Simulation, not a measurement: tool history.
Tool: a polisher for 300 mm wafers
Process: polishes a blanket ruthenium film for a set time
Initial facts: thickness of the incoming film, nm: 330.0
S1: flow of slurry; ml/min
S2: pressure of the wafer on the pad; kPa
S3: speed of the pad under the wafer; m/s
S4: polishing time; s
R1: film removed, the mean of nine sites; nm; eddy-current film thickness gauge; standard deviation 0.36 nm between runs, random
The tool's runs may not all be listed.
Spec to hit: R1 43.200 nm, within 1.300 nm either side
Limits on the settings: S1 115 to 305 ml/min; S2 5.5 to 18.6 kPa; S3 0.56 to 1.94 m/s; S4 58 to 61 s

run	day	S1	S2	S3	S4	R1
1	0.000	195	11.7	1.24	58	64.140
2	0.142	195	14.5	1.24	58	78.632
3	0.296	180	14.5	1.24	58	77.237
4	0.521	175	13.8	1.24	58	74.323
5	0.704	175	13.1	1.24	58	69.846
6	0.825	175	12.4	1.24	58	65.846
7	1.188	170	11.7	1.24	58	61.720
8	1.542	165	11.0	1.24	58	58.751
9	1.746	165	10.3	1.24	58	55.016
10	1.854	160	10.3	1.24	58	55.631
11	2.217	160	6.9	1.22	58	36.810
12	2.488	195	8.3	1.22	58	45.766

Below are 5 possible settings for the next run. Only one of them brings all results inside the allowed miss of their targets. Which is it?
A	2.758	210	7.6	1.22	60	?
B	2.758	215	7.6	1.30	61	?
C	2.758	165	7.6	1.22	58	?
D	2.758	230	8.3	1.16	61	?
E	2.758	225	9.0	1.12	58	?

move	R1
A	43.218
B	46.176
C	40.229
D	46.592
E	46.530
A: every result lands within tolerance
B: moves away from the targets compared with the last run
C: the result that was furthest off in the last run now lies on the other side of its target
D: moves away from the targets compared with the last run
E: moves away from the targets compared with the last run
The move that meets every target is A.

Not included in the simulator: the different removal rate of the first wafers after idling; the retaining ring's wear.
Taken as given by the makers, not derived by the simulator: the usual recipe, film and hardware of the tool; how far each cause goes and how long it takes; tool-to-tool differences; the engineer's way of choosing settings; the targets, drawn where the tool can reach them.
